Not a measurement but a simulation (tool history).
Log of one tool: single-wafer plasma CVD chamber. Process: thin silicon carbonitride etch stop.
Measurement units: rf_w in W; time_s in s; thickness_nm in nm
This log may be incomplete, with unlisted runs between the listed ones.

run	hour	rf_w	time_s	thickness_nm
1	0.0	210	22.0	12.626
2	2.0	210	19.2	10.956
3	9.9	210	21.0	12.029
4	17.5	215	21.6	12.438
5	26.4	195	21.6	12.106
6	29.5	205	22.1	12.505
7	31.4	215	22.5	12.924
8	34.2	220	22.9	13.238
9	37.2	220	22.9	13.284
10	40.1	225	23.2	13.546

Predict the results of run 11:
11	45.8	230	23.4	?

Run 11 produced thickness_nm 13.756 nm.

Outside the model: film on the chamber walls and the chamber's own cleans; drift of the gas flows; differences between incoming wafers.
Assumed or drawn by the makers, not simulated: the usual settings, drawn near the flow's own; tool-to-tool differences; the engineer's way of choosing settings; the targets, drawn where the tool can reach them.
